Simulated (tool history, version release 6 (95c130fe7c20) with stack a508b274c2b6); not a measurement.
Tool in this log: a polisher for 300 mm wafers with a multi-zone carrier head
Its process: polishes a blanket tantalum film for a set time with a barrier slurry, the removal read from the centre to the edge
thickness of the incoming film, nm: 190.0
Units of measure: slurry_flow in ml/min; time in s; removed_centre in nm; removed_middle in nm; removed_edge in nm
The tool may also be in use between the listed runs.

run 1 hour=0 | slurry_flow=165 centre_zone=1 middle_zone=1 edge_zone=1 slurry_solids=1 time=41 | removed_centre=73.253 removed_middle=79.918 removed_edge=81.081
run 2 hour=8.6 | slurry_flow=185 centre_zone=1.06 middle_zone=0.98 edge_zone=1.04 slurry_solids=1.05 time=41 | removed_centre=79.631 removed_middle=81.502 removed_edge=85.44
run 3 hour=17.4 | slurry_flow=200 centre_zone=1.1 middle_zone=0.94 edge_zone=1.03 slurry_solids=1.15 time=41 | removed_centre=86.029 removed_middle=82.395 removed_edge=87.644
run 4 hour=19.5 | slurry_flow=210 centre_zone=1.13 middle_zone=0.91 edge_zone=1.03 slurry_solids=1.2 time=41 | removed_centre=89.301 removed_middle=80.88 removed_edge=87.461
run 5 hour=23.3 | slurry_flow=210 centre_zone=1.13 middle_zone=0.91 edge_zone=0.99 slurry_solids=1.2 time=41 | removed_centre=88.638 removed_middle=81.836 removed_edge=86.684
run 6 hour=25.8 | slurry_flow=210 centre_zone=1.13 middle_zone=0.91 edge_zone=0.99 slurry_solids=1.2 time=33 | removed_centre=71.96 removed_middle=65.938 removed_edge=70.975

Run 7 is up next; what results do you expect?
run 7 hour=33.3 | slurry_flow=220 centre_zone=1.15 middle_zone=0.89 edge_zone=1.01 slurry_solids=1.3 time=36 | removed_centre=? removed_middle=? removed_edge=?

{"run 7": {"removed_centre": 81.604, "removed_middle": 73.811, "removed_edge": 79.316}}
